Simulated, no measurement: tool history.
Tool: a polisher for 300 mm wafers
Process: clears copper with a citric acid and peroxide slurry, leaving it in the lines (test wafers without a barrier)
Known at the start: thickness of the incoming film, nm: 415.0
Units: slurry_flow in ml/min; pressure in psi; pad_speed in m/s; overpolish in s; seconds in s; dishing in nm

run	hour	slurry_flow	pressure	pad_speed	slurry_solids	overpolish	seconds	dishing
1	0	140	2.6	1.32	1	28	153.89	54.516
2	5	140	2.8	1.32	1	28	143.79	55.992
3	7.6	140	2.8	1.32	1.2	28	143.84	56.346
4	14.9	140	2.7	1.32	1.2	27	149.35	55.645
5	23.2	140	2.7	1.32	1.2	15	146.64	33.254
6	26.2	140	2.7	1.32	1.2	11	147.94	25.362
7	32.8	140	2.6	1.32	1.2	14	149.66	30.235

Forecast run 8:
8	38.3	140	2.5	1.32	1.2	16	?	?

{"run 8": {"seconds": 158, "dishing": 32.7}}
